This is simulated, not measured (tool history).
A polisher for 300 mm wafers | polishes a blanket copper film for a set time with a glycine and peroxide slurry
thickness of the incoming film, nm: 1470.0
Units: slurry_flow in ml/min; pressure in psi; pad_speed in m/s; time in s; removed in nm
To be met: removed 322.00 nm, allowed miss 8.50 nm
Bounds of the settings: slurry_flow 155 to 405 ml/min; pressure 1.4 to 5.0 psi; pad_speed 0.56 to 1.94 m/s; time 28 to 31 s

| run | hour | slurry_flow | pressure | pad_speed | time | removed |
|---|---|---|---|---|---|---|
| 1 | 0.0 | 260 | 3.2 | 1.24 | 31 | 244.39 |
| 2 | 5.9 | 265 | 3.4 | 1.24 | 31 | 259.15 |
| 3 | 9.5 | 270 | 3.6 | 1.24 | 31 | 272.43 |
| 4 | 18.4 | 270 | 3.6 | 1.24 | 31 | 274.33 |
| 5 | 19.6 | 270 | 3.6 | 1.24 | 28 | 248.53 |
| 6 | 24.6 | 270 | 3.6 | 1.24 | 28 | 244.01 |
| 7 | 28.4 | 270 | 3.9 | 1.24 | 28 | 267.54 |
| 8 | 35.0 | 270 | 4.1 | 1.24 | 28 | 275.01 |
| 9 | 36.6 | 285 | 4.9 | 1.26 | 28 | 334.04 |

Which of these 5 next moves meets every target?
| A | 38.2 | 250 | 3.8 | 1.38 | 29 | ? |
| B | 38.2 | 370 | 4.6 | 1.08 | 30 | ? |
| C | 38.2 | 310 | 4.6 | 1.22 | 28 | ? |
| D | 38.2 | 230 | 4.8 | 1.28 | 28 | ? |
| E | 38.2 | 370 | 4.8 | 1.00 | 31 | ? |

| move | removed |
|---|---|
| A | 293.63 |
| B | 297.18 |
| C | 305.99 |
| D | 325.18 |
| E | 297.81 |
A: takes the result that was furthest off past its target
B: takes the result that was furthest off past its target
C: takes the result that was furthest off past its target
D: meets every target
E: takes the result that was furthest off past its target
Move D is the one to make.
